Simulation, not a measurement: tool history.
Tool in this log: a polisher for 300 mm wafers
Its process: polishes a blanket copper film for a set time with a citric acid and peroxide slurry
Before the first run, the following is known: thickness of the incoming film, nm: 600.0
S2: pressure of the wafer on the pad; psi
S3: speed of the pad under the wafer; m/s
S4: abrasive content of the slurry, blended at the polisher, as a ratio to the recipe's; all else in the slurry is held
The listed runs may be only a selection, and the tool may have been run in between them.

Run 1, hour 0: flow of slurry (ml/min) 200, S2 2.6 psi, S3 1.14 m/s, S4 1, polishing time (s) 51. Result: film removed (Å) 1126.3.
Run 2, hour 3.5: flow of slurry (ml/min) 155, S2 2.6 psi, S3 1.14 m/s, S4 1, polishing time (s) 51. Result: film removed (Å) 1100.4.
Run 3, hour 10.3: flow of slurry (ml/min) 155, S2 2.4 psi, S3 1.14 m/s, S4 1, polishing time (s) 51. Result: film removed (Å) 1008.7.
Run 4, hour 18.4: flow of slurry (ml/min) 155, S2 2.4 psi, S3 1.14 m/s, S4 0.9, polishing time (s) 51. Result: film removed (Å) 993.13.
Run 5, hour 24: flow of slurry (ml/min) 155, S2 2.2 psi, S3 1.14 m/s, S4 0.9, polishing time (s) 51. Result: film removed (Å) 919.18.
Run 6, hour 32.2: flow of slurry (ml/min) 155, S2 2.1 psi, S3 1.14 m/s, S4 0.9, polishing time (s) 51. Result: film removed (Å) 863.88.
Run 7, hour 38.1: flow of slurry (ml/min) 155, S2 2 psi, S3 1.14 m/s, S4 0.9, polishing time (s) 51. Result: film removed (Å) 824.84.
Run 8, hour 41.8: flow of slurry (ml/min) 155, S2 1.9 psi, S3 1.14 m/s, S4 0.9, polishing time (s) 51. Result: film removed (Å) 777.29.

Expected results for the next run?
Run 9, hour 43.3: flow of slurry (ml/min) 155, S2 1.8 psi, S3 1.14 m/s, S4 0.9, polishing time (s) 51. Result: film removed (Å) ?.

{"run 9": {"film removed (Å)": 749.38}}
